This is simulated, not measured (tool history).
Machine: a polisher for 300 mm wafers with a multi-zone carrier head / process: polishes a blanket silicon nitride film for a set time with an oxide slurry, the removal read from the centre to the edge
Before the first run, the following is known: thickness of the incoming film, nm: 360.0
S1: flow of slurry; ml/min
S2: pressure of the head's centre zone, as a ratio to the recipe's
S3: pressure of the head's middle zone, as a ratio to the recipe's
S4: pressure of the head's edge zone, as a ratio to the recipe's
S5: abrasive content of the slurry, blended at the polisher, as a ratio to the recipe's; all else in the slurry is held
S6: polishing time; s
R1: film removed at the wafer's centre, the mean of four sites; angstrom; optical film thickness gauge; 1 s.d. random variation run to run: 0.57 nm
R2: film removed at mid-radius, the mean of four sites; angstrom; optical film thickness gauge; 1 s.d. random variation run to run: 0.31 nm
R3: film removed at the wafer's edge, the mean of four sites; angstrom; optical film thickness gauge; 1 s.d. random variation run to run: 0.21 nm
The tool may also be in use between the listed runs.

run 1 hour=0 | S1=305 S2=1 S3=1 S4=1 S5=1 S6=88 | R1=591.82 R2=570.04 R3=570.1
run 2 hour=7.5 | S1=300 S2=1.01 S3=0.98 S4=0.99 S5=0.95 S6=86 | R1=565.66 R2=532.25 R3=542.64
run 3 hour=9.7 | S1=300 S2=1.01 S3=0.98 S4=0.99 S5=0.95 S6=74 | R1=474.28 R2=458.57 R3=473.62
run 4 hour=11.5 | S1=300 S2=1.02 S3=0.97 S4=0.98 S5=0.9 S6=73 | R1=479.06 R2=441 R3=460.65
run 5 hour=17.6 | S1=300 S2=1.02 S3=0.96 S4=0.97 S5=0.85 S6=72 | R1=451.31 R2=426.8 R3=440.25
run 6 hour=23.6 | S1=295 S2=1.03 S3=0.94 S4=0.96 S5=0.8 S6=71 | R1=453.49 R2=406.47 R3=422.09
run 7 hour=31.3 | S1=290 S2=1.03 S3=0.93 S4=0.96 S5=0.75 S6=70 | R1=434.28 R2=379.56 R3=402.92
run 8 hour=32.1 | S1=290 S2=1.03 S3=0.93 S4=0.96 S5=0.75 S6=70 | R1=429.96 R2=384.21 R3=408.5

Run 9 is up next; what results do you expect?
run 9 hour=36.2 | S1=285 S2=1.03 S3=0.92 S4=0.95 S5=0.7 S6=70 | R1=? R2=? R3=?

R1: 424.78 angstrom
R2: 371.76 angstrom
R3: 397.59 angstrom
